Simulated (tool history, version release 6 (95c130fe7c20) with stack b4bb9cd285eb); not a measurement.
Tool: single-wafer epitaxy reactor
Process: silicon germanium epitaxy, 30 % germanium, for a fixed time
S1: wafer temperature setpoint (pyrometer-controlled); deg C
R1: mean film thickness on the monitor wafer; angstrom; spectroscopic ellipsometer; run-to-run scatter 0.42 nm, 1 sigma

{"run": 1, "hour": 0.0, "S1": 600, "chamber pressure (Pa)": 3000, "R1": 620.8}
{"run": 2, "hour": 8.7, "S1": 600, "chamber pressure (Pa)": 3373, "R1": 646.34}
{"run": 3, "hour": 11.4, "S1": 603, "chamber pressure (Pa)": 3386, "R1": 684.67}
{"run": 4, "hour": 19.9, "S1": 599, "chamber pressure (Pa)": 3386, "R1": 637.3}
{"run": 5, "hour": 24.9, "S1": 592, "chamber pressure (Pa)": 3386, "R1": 571.73}
{"run": 6, "hour": 29.8, "S1": 596, "chamber pressure (Pa)": 3400, "R1": 611.18}
{"run": 7, "hour": 32.7, "S1": 596, "chamber pressure (Pa)": 3400, "R1": 610.75}
{"run": 8, "hour": 34.9, "S1": 599, "chamber pressure (Pa)": 3413, "R1": 637.88}
{"run": 9, "hour": 36.8, "S1": 599, "chamber pressure (Pa)": 3413, "R1": 638.91}

For run 10, what comes out?
{"run": 10, "hour": 38.1, "S1": 602, "chamber pressure (Pa)": 3426, "R1": "?"}

Logged for run 10: R1 677.43 angstrom.
